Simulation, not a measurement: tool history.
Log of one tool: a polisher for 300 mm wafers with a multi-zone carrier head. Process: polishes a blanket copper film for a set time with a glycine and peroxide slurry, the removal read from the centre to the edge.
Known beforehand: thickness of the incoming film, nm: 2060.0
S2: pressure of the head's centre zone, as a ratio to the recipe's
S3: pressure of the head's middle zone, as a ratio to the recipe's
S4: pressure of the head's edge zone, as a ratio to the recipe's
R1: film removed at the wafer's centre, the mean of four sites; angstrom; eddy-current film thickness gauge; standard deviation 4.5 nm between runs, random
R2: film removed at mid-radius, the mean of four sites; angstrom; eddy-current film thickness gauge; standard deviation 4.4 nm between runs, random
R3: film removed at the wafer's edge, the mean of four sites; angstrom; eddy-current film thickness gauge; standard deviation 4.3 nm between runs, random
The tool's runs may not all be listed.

run 1 day=0 | flow_of_slurry_(ml/min)=245 S2=1 S3=1 S4=1 polishing_time_(s)=60 | R1=2967 R2=2790.1 R3=2864.4
run 2 day=0.342 | flow_of_slurry_(ml/min)=245 S2=1 S3=0.97 S4=1 polishing_time_(s)=60 | R1=2942.9 R2=2797.8 R3=2874.8
run 3 day=0.517 | flow_of_slurry_(ml/min)=250 S2=0.98 S3=0.98 S4=1 polishing_time_(s)=62 | R1=2959.7 R2=2922.6 R3=2979.5
run 4 day=0.662 | flow_of_slurry_(ml/min)=280 S2=0.98 S3=0.98 S4=1 polishing_time_(s)=62 | R1=3045.4 R2=2916.8 R3=3005.4
run 5 day=0.925 | flow_of_slurry_(ml/min)=275 S2=0.97 S3=0.99 S4=1 polishing_time_(s)=64 | R1=3132.7 R2=3023.4 R3=3088.9
run 6 day=1.096 | flow_of_slurry_(ml/min)=270 S2=0.96 S3=1 S4=1 polishing_time_(s)=66 | R1=3191.7 R2=3185.2 R3=3172

Expected results for the next run?
run 7 day=1.162 | flow_of_slurry_(ml/min)=270 S2=0.95 S3=1.01 S4=1.01 polishing_time_(s)=67 | R1=? R2=? R3=?

R1: 3195.8 angstrom
R2: 3312.1 angstrom
R3: 3268.3 angstrom

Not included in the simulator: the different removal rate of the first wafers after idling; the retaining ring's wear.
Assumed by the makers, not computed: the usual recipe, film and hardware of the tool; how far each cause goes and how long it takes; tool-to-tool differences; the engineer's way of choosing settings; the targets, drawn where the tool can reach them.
